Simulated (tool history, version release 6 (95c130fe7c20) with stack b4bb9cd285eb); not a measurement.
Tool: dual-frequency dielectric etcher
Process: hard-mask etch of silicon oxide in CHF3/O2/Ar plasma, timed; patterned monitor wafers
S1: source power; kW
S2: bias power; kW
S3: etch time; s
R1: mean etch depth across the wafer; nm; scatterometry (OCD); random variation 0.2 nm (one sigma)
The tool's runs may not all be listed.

{"run": 1, "hour": 0.0, "S1": 0.57, "S2": 0.187, "S3": 16, "R1": 31.931}
{"run": 2, "hour": 7.7, "S1": 0.55, "S2": 0.185, "S3": 16, "R1": 31.097}
{"run": 3, "hour": 14.6, "S1": 0.63, "S2": 0.185, "S3": 16, "R1": 33.474}
{"run": 4, "hour": 15.4, "S1": 0.63, "S2": 0.214, "S3": 16, "R1": 35.639}
{"run": 5, "hour": 16.8, "S1": 0.63, "S2": 0.244, "S3": 16, "R1": 38.212}
{"run": 6, "hour": 22.8, "S1": 0.59, "S2": 0.238, "S3": 16, "R1": 36.868}

The next listed run, before its measurement:
{"run": 7, "hour": 29.9, "S1": 0.56, "S2": 0.231, "S3": 16, "R1": "?"}

R1: 34.406 nm

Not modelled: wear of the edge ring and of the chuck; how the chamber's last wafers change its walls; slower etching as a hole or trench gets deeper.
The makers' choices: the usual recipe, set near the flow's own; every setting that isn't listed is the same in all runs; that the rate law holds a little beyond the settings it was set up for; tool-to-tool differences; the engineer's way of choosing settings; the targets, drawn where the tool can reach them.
